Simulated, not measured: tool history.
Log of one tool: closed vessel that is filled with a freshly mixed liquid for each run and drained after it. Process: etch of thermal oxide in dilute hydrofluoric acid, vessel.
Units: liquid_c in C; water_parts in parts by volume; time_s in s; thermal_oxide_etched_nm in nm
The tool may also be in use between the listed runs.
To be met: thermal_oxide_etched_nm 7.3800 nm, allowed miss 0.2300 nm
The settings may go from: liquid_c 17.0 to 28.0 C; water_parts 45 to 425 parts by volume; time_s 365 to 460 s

Run 1, hour 0.0: liquid_c 20.0 C, water_parts 235 parts by volume, time_s 460 s. Result: thermal_oxide_etched_nm 6.3959 nm.
Run 2, hour 8.6: liquid_c 20.0 C, water_parts 195 parts by volume, time_s 460 s. Result: thermal_oxide_etched_nm 7.9608 nm.
Run 3, hour 13.0: liquid_c 19.5 C, water_parts 195 parts by volume, time_s 460 s. Result: thermal_oxide_etched_nm 7.7959 nm.
Run 4, hour 20.2: liquid_c 19.0 C, water_parts 195 parts by volume, time_s 460 s. Result: thermal_oxide_etched_nm 7.7017 nm.
Run 5, hour 28.5: liquid_c 19.0 C, water_parts 260 parts by volume, time_s 460 s. Result: thermal_oxide_etched_nm 5.4810 nm.
Run 6, hour 30.4: liquid_c 19.0 C, water_parts 290 parts by volume, time_s 460 s. Result: thermal_oxide_etched_nm 4.8148 nm.
Run 7, hour 37.8: liquid_c 20.5 C, water_parts 280 parts by volume, time_s 460 s. Result: thermal_oxide_etched_nm 5.2719 nm.
Run 8, hour 46.0: liquid_c 22.0 C, water_parts 275 parts by volume, time_s 460 s. Result: thermal_oxide_etched_nm 5.6671 nm.
Run 9, hour 53.6: liquid_c 23.0 C, water_parts 270 parts by volume, time_s 460 s. Result: thermal_oxide_etched_nm 6.1112 nm.
Run 10, hour 57.9: liquid_c 24.0 C, water_parts 270 parts by volume, time_s 460 s. Result: thermal_oxide_etched_nm 6.2874 nm.
Run 11, hour 62.7: liquid_c 24.5 C, water_parts 270 parts by volume, time_s 460 s. Result: thermal_oxide_etched_nm 6.2377 nm.
Run 12, hour 70.7: liquid_c 25.0 C, water_parts 265 parts by volume, time_s 460 s. Result: thermal_oxide_etched_nm 6.5960 nm.
Run 13, hour 74.7: liquid_c 25.5 C, water_parts 265 parts by volume, time_s 460 s. Result: thermal_oxide_etched_nm 6.6642 nm.
Run 14, hour 82.7: liquid_c 26.0 C, water_parts 265 parts by volume, time_s 460 s. Result: thermal_oxide_etched_nm 7.0141 nm.
Run 15, hour 86.8: liquid_c 26.5 C, water_parts 265 parts by volume, time_s 460 s. Result: thermal_oxide_etched_nm 7.0302 nm.
Run 16, hour 92.5: liquid_c 27.0 C, water_parts 265 parts by volume, time_s 460 s. Result: thermal_oxide_etched_nm 7.0518 nm.

Which of these 4 next moves meets every target?
Run A, hour 98.2: liquid_c 26.5 C, water_parts 270 parts by volume, time_s 455 s. Result: thermal_oxide_etched_nm ?.
Run B, hour 98.2: liquid_c 26.0 C, water_parts 235 parts by volume, time_s 460 s. Result: thermal_oxide_etched_nm ?.
Run C, hour 98.2: liquid_c 23.5 C, water_parts 240 parts by volume, time_s 455 s. Result: thermal_oxide_etched_nm ?.
Run D, hour 98.2: liquid_c 28.0 C, water_parts 265 parts by volume, time_s 460 s. Result: thermal_oxide_etched_nm ?.

move  thermal_oxide_etched_nm
   A                   6.7061
   B                   7.9469
   C                   7.0015
   D                   7.3088
A: further off than the last run
B: takes the result that was furthest off past its target
C: further off than the last run
D: meets every target
Answer: D
